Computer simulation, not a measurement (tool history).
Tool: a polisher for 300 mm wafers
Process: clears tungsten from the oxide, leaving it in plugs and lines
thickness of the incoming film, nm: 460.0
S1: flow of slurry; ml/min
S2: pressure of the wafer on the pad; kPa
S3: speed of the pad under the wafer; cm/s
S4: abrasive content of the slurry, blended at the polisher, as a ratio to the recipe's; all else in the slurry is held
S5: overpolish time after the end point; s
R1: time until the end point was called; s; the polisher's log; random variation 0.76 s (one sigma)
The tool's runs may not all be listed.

run 1 hour=0 | S1=310 S2=24.1 S3=98 S4=1 S5=3 | R1=117.99
run 2 hour=3.6 | S1=310 S2=24.8 S3=98 S4=1 S5=3 | R1=114.71
run 3 hour=12.3 | S1=310 S2=24.8 S3=98 S4=1 S5=3 | R1=113.93
run 4 hour=18.7 | S1=310 S2=24.8 S3=98 S4=1 S5=3 | R1=114.19
run 5 hour=26.3 | S1=310 S2=28.3 S3=98 S4=1 S5=3 | R1=100.51
run 6 hour=34.6 | S1=310 S2=32.4 S3=98 S4=1 S5=3 | R1=87.195

Forecast run 7:
run 7 hour=41 | S1=310 S2=32.4 S3=98 S4=1 S5=3 | R1=?

R1: 87.768 s

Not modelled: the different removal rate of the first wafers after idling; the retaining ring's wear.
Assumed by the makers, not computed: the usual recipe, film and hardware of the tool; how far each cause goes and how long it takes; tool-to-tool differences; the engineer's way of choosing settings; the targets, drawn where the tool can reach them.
